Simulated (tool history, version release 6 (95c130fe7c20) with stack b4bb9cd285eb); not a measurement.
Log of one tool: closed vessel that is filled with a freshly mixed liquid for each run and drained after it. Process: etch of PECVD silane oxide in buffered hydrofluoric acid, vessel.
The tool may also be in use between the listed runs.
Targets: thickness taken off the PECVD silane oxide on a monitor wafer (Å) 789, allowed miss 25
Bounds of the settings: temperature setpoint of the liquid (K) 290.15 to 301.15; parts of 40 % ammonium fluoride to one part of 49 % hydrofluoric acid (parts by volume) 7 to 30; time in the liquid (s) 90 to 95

| run | hour | temperature setpoint of the liquid (K) | parts of 40 % ammonium fluoride to one part of 49 % hydrofluoric acid (parts by volume) | time in the liquid (s) | thickness taken off the PECVD silane oxide on a monitor wafer (Å) |
|---|---|---|---|---|---|
| 1 | 0 | 293.15 | 20 | 90 | 1088.3 |
| 2 | 5.7 | 292.15 | 21 | 90 | 982.32 |
| 3 | 8.6 | 295.65 | 21 | 90 | 1187.2 |
| 4 | 12.9 | 292.65 | 21 | 90 | 1012.6 |
| 5 | 19.6 | 292.65 | 21 | 90 | 1008.3 |
| 6 | 27 | 292.65 | 21 | 95 | 1065.5 |
| 7 | 33.9 | 292.15 | 22 | 95 | 1019.3 |
| 8 | 40.7 | 291.65 | 23 | 95 | 952.92 |

Which of these 4 next moves meets every target?
| A | 47.5 | 290.15 | 16.5 | 90 | ? |
| B | 47.5 | 290.65 | 25 | 90 | ? |
| C | 47.5 | 296.15 | 24.5 | 90 | ? |
| D | 47.5 | 291.15 | 17 | 95 | ? |

| move | thickness taken off the PECVD silane oxide on a monitor wafer (Å) |
|---|---|
| A | 1085.3 |
| B | 791.44 |
| C | 1093.1 |
| D | 1177.7 |
A: further off than the last run
B: meets every target
C: further off than the last run
D: further off than the last run
The right move is B.
